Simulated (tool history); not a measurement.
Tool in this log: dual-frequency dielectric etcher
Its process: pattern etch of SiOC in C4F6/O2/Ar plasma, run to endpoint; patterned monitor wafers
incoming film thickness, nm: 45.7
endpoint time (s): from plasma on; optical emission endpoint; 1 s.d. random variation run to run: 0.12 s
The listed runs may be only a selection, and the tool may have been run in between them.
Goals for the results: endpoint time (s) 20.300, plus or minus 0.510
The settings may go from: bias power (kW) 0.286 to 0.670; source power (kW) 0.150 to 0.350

{"run": 1, "hour": 0.0, "bias power (kW)": 0.478, "source power (kW)": 0.25, "endpoint time (s)": 17.282}
{"run": 2, "hour": 0.7, "bias power (kW)": 0.456, "source power (kW)": 0.25, "endpoint time (s)": 17.589}
{"run": 3, "hour": 5.9, "bias power (kW)": 0.513, "source power (kW)": 0.25, "endpoint time (s)": 16.794}
{"run": 4, "hour": 7.9, "bias power (kW)": 0.477, "source power (kW)": 0.25, "endpoint time (s)": 17.224}
{"run": 5, "hour": 13.5, "bias power (kW)": 0.477, "source power (kW)": 0.28, "endpoint time (s)": 16.494}
{"run": 6, "hour": 18.7, "bias power (kW)": 0.453, "source power (kW)": 0.27, "endpoint time (s)": 17.088}
{"run": 7, "hour": 23.9, "bias power (kW)": 0.433, "source power (kW)": 0.26, "endpoint time (s)": 17.519}
{"run": 8, "hour": 27.8, "bias power (kW)": 0.416, "source power (kW)": 0.25, "endpoint time (s)": 17.87}
{"run": 9, "hour": 31.3, "bias power (kW)": 0.401, "source power (kW)": 0.24, "endpoint time (s)": 18.446}
{"run": 10, "hour": 32.3, "bias power (kW)": 0.388, "source power (kW)": 0.24, "endpoint time (s)": 18.591}
{"run": 11, "hour": 34.8, "bias power (kW)": 0.377, "source power (kW)": 0.24, "endpoint time (s)": 18.833}
{"run": 12, "hour": 40.5, "bias power (kW)": 0.377, "source power (kW)": 0.24, "endpoint time (s)": 18.796}
{"run": 13, "hour": 44.5, "bias power (kW)": 0.377, "source power (kW)": 0.24, "endpoint time (s)": 19.052}
{"run": 14, "hour": 45.8, "bias power (kW)": 0.369, "source power (kW)": 0.24, "endpoint time (s)": 19.203}

Next run, 5 choices. One meets every target within its allowed miss, the rest don't. Which?
{"run": "A", "hour": 47.1, "bias power (kW)": 0.324, "source power (kW)": 0.22, "endpoint time (s)": "?"}
{"run": "B", "hour": 47.1, "bias power (kW)": 0.291, "source power (kW)": 0.2, "endpoint time (s)": "?"}
{"run": "C", "hour": 47.1, "bias power (kW)": 0.416, "source power (kW)": 0.23, "endpoint time (s)": "?"}
{"run": "D", "hour": 47.1, "bias power (kW)": 0.351, "source power (kW)": 0.18, "endpoint time (s)": "?"}
{"run": "E", "hour": 47.1, "bias power (kW)": 0.415, "source power (kW)": 0.26, "endpoint time (s)": "?"}

move=A endpoint_time_(s)=20.288
move=B endpoint_time_(s)=21.673
move=C endpoint_time_(s)=18.399
move=D endpoint_time_(s)=21.118
move=E endpoint_time_(s)=17.672
A: all results in spec
B: the result that was furthest off in the last run now lies on the other side of its target
C: misses by more than the last run did
D: the result that was furthest off in the last run now lies on the other side of its target
E: misses by more than the last run did
Go with A: it meets all targets.
